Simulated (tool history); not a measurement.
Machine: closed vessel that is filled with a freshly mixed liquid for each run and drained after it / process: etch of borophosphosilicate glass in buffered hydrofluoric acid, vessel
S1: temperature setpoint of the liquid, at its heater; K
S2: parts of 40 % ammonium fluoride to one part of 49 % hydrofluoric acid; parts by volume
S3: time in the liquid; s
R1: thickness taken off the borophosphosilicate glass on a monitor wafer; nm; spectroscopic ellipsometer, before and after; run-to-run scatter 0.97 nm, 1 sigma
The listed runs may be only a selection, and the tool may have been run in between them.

run	hour	S1	S2	S3	R1
1	0.0	294.15	20.0	95	70.424
2	8.6	294.15	20.0	95	70.574
3	12.3	294.15	18.0	95	77.124
4	16.1	294.15	22.0	95	65.588
5	17.7	294.15	19.0	95	73.443
6	21.8	296.65	18.5	95	85.494
7	28.5	298.15	18.0	95	97.937
8	29.7	298.15	18.0	95	97.182

Run 9 has not been measured yet. What should we expect?
9	35.3	299.15	18.0	95	?

{"run 9": {"R1": 101.66}}

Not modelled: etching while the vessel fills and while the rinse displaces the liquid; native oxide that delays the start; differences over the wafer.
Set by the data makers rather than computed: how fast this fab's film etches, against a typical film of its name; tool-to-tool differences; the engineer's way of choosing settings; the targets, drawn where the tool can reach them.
